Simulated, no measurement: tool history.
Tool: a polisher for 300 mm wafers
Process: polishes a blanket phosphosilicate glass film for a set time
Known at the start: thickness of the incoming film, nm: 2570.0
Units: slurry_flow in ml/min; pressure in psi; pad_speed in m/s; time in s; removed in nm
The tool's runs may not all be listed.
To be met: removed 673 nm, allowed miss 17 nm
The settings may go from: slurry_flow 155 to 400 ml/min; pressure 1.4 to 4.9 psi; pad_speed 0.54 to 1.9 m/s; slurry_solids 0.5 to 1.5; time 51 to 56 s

run 1 hour=0 | slurry_flow=255 pressure=3.1 pad_speed=1.22 slurry_solids=1 time=56 | removed=484.13
run 2 hour=4.9 | slurry_flow=230 pressure=3.1 pad_speed=1.22 slurry_solids=1 time=56 | removed=489.25
run 3 hour=13.8 | slurry_flow=230 pressure=3.1 pad_speed=1.22 slurry_solids=0.85 time=56 | removed=452.49
run 4 hour=15.8 | slurry_flow=230 pressure=3.5 pad_speed=1.22 slurry_solids=0.85 time=56 | removed=490.09
run 5 hour=19.7 | slurry_flow=230 pressure=3.9 pad_speed=1.22 slurry_solids=0.85 time=56 | removed=526.65
run 6 hour=25.7 | slurry_flow=230 pressure=4.2 pad_speed=1.24 slurry_solids=0.85 time=56 | removed=547.69
run 7 hour=30.9 | slurry_flow=230 pressure=4.4 pad_speed=1.28 slurry_solids=0.85 time=56 | removed=594.21
run 8 hour=36.2 | slurry_flow=230 pressure=4.6 pad_speed=1.3 slurry_solids=0.85 time=56 | removed=607.24
run 9 hour=43.9 | slurry_flow=230 pressure=4.7 pad_speed=1.32 slurry_solids=0.85 time=56 | removed=629.14
run 10 hour=50.1 | slurry_flow=230 pressure=4.8 pad_speed=1.34 slurry_solids=0.85 time=56 | removed=641.76
run 11 hour=56.3 | slurry_flow=230 pressure=4.8 pad_speed=1.36 slurry_solids=0.85 time=56 | removed=648.51

Which of these 5 next moves meets every target?
run A hour=62.5 | slurry_flow=275 pressure=4.6 pad_speed=1.3 slurry_solids=0.9 time=52 | removed=?
run B hour=62.5 | slurry_flow=235 pressure=4.9 pad_speed=1.3 slurry_solids=0.8 time=56 | removed=?
run C hour=62.5 | slurry_flow=365 pressure=4.9 pad_speed=1.22 slurry_solids=1.15 time=52 | removed=?
run D hour=62.5 | slurry_flow=225 pressure=4.7 pad_speed=1.42 slurry_solids=0.95 time=51 | removed=?
run E hour=62.5 | slurry_flow=255 pressure=4.8 pad_speed=1.4 slurry_solids=0.85 time=53 | removed=?

move=A removed=599.76
move=B removed=626.77
move=C removed=679.99
move=D removed=641.23
move=E removed=645.06
A: further off than the last run
B: further off than the last run
C: meets every target
D: further off than the last run
E: further off than the last run
Answer: C
